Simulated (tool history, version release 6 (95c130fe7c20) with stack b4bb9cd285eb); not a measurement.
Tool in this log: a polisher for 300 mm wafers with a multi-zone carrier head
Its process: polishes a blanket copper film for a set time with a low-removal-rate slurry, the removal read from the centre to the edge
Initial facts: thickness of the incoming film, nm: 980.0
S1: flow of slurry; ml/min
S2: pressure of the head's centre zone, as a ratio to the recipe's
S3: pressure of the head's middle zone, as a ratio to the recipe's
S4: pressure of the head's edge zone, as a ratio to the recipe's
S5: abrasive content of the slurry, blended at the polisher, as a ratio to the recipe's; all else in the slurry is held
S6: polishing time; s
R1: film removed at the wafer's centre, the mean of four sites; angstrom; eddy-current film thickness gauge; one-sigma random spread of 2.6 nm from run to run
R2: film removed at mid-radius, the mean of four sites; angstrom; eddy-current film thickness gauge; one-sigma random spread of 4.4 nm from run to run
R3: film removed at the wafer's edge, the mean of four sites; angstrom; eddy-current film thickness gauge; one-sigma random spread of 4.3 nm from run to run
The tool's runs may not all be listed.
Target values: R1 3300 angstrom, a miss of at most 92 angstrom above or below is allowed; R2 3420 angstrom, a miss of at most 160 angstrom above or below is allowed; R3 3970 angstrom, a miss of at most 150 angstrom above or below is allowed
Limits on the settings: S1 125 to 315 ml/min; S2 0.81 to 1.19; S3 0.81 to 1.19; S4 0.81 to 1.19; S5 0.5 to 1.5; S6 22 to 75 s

run 1 hour=0 | S1=205 S2=1 S3=1 S4=1 S5=1 S6=48 | R1=2580.9 R2=2477 R3=2574.9
run 2 hour=7 | S1=205 S2=0.99 S3=1 S4=1.03 S5=1.05 S6=50 | R1=2736.4 R2=2643.4 R3=2749.8
run 3 hour=13.9 | S1=205 S2=0.96 S3=0.98 S4=1.05 S5=1.1 S6=52 | R1=2743.3 R2=2779.9 R3=2910.9
run 4 hour=18.2 | S1=205 S2=0.89 S3=0.98 S4=1.05 S5=1.1 S6=52 | R1=2526.3 R2=2832.2 R3=2933.7
run 5 hour=25.8 | S1=205 S2=0.89 S3=0.98 S4=1.11 S5=1.1 S6=52 | R1=2564.7 R2=2785.3 R3=2937.5
run 6 hour=30.9 | S1=205 S2=0.89 S3=0.94 S4=1.11 S5=1.1 S6=52 | R1=2563.1 R2=2627.6 R3=3015.5
run 7 hour=36.6 | S1=210 S2=0.89 S3=0.94 S4=1.12 S5=1.15 S6=53 | R1=2650.4 R2=2734.5 R3=3043.6
run 8 hour=40.6 | S1=205 S2=0.88 S3=0.93 S4=1.12 S5=1.2 S6=55 | R1=2703.6 R2=2873.6 R3=3182.8
run 9 hour=46 | S1=205 S2=0.88 S3=0.92 S4=1.13 S5=1.2 S6=57 | R1=2853.8 R2=2834.5 R3=3358.2
run 10 hour=50.5 | S1=205 S2=0.88 S3=0.92 S4=1.13 S5=1.25 S6=58 | R1=2871.9 R2=3017.9 R3=3390.8
run 11 hour=52.2 | S1=210 S2=0.88 S3=0.91 S4=1.14 S5=1.25 S6=59 | R1=2959.7 R2=2948 R3=3535.5
run 12 hour=59.8 | S1=215 S2=0.88 S3=0.92 S4=1.15 S5=1.3 S6=59 | R1=2990.7 R2=3092.3 R3=3556.7
run 13 hour=67.7 | S1=220 S2=0.88 S3=0.92 S4=1.16 S5=1.3 S6=59 | R1=3010.1 R2=3125.9 R3=3630.1
run 14 hour=71.6 | S1=230 S2=0.88 S3=0.92 S4=1.16 S5=1.3 S6=59 | R1=3035.8 R2=3069.6 R3=3611.9
run 15 hour=76 | S1=235 S2=0.88 S3=0.92 S4=1.16 S5=1.35 S6=59 | R1=3027.7 R2=3087.1 R3=3583.5
run 16 hour=82.7 | S1=235 S2=0.88 S3=0.92 S4=1.16 S5=1.35 S6=59 | R1=3041.9 R2=3145 R3=3686.9
run 17 hour=84.4 | S1=240 S2=0.89 S3=0.92 S4=1.16 S5=1.35 S6=59 | R1=3128.8 R2=3146.2 R3=3637.2
run 18 hour=86.5 | S1=250 S2=0.88 S3=0.92 S4=1.18 S5=1.4 S6=61 | R1=3124.4 R2=3226.1 R3=3803.6

5 next moves are on the table. One of them brings every result within its allowed miss. Which?
run A hour=88.6 | S1=275 S2=0.87 S3=0.92 S4=1.19 S5=1.15 S6=66 | R1=? R2=? R3=?
run B hour=88.6 | S1=230 S2=0.89 S3=0.86 S4=1.19 S5=1.35 S6=68 | R1=? R2=? R3=?
run C hour=88.6 | S1=245 S2=0.88 S3=0.81 S4=1.19 S5=1.45 S6=63 | R1=? R2=? R3=?
run D hour=88.6 | S1=225 S2=0.9 S3=1 S4=1.13 S5=1.4 S6=59 | R1=? R2=? R3=?
run E hour=88.6 | S1=235 S2=0.94 S3=0.94 S4=1.12 S5=1.5 S6=58 | R1=? R2=? R3=?

move=A R1=3265 R2=3398.9 R3=3969.5
move=B R1=3499.6 R2=3374.1 R3=4187.8
move=C R1=3277.5 R2=3042.5 R3=3962.5
move=D R1=3091.6 R2=3339.8 R3=3593
move=E R1=3238.4 R2=3178 R3=3591.6
A: meets every target
B: carries the result that was furthest off beyond its target, to the other side
C: brings the result that was furthest off to its target, and leaves another outside
D: the biggest miss grows against the last run
E: brings the result that was furthest off to its target, and leaves another outside
A is the move that brings every result within its allowed miss.
